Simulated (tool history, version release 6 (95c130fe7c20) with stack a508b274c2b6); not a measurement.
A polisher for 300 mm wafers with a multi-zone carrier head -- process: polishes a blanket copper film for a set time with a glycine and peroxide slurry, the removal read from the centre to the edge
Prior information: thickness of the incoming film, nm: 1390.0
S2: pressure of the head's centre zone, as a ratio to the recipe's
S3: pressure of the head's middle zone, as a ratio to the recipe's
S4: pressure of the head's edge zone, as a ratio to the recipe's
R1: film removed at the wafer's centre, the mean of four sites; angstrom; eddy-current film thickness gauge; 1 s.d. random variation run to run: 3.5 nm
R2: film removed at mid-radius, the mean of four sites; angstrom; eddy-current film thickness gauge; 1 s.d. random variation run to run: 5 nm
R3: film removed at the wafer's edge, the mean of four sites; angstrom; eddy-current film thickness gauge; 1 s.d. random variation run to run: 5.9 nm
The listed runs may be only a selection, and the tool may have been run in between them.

Run 1, hour 0: flow of slurry (ml/min) 295, S2 1, S3 1, S4 1, polishing time (s) 36. Result: R1 2567.1 angstrom, R2 2534.7 angstrom, R3 2659.9 angstrom.
Run 2, hour 5.7: flow of slurry (ml/min) 330, S2 1, S3 1, S4 1, polishing time (s) 36. Result: R1 2625.6 angstrom, R2 2588.5 angstrom, R3 2694.6 angstrom.
Run 3, hour 14.4: flow of slurry (ml/min) 330, S2 1, S3 1, S4 1, polishing time (s) 27. Result: R1 1988.1 angstrom, R2 1972 angstrom, R3 2022.8 angstrom.
Run 4, hour 18.1: flow of slurry (ml/min) 330, S2 1, S3 1, S4 1, polishing time (s) 34. Result: R1 2482.9 angstrom, R2 2401.3 angstrom, R3 2568.7 angstrom.
Run 5, hour 27.1: flow of slurry (ml/min) 335, S2 0.98, S3 1.02, S4 1.02, polishing time (s) 36. Result: R1 2561.7 angstrom, R2 2610.6 angstrom, R3 2771.6 angstrom.
Run 6, hour 29.4: flow of slurry (ml/min) 340, S2 0.98, S3 1.04, S4 1.04, polishing time (s) 38. Result: R1 2666.8 angstrom, R2 2831.7 angstrom, R3 2933.2 angstrom.

Predict the results of run 7:
Run 7, hour 31: flow of slurry (ml/min) 345, S2 0.97, S3 1.04, S4 1.06, polishing time (s) 40. Result: R1 ?, R2 ?, R3 ?.

R1: 2823.5 angstrom
R2: 2995.2 angstrom
R3: 3171.7 angstrom

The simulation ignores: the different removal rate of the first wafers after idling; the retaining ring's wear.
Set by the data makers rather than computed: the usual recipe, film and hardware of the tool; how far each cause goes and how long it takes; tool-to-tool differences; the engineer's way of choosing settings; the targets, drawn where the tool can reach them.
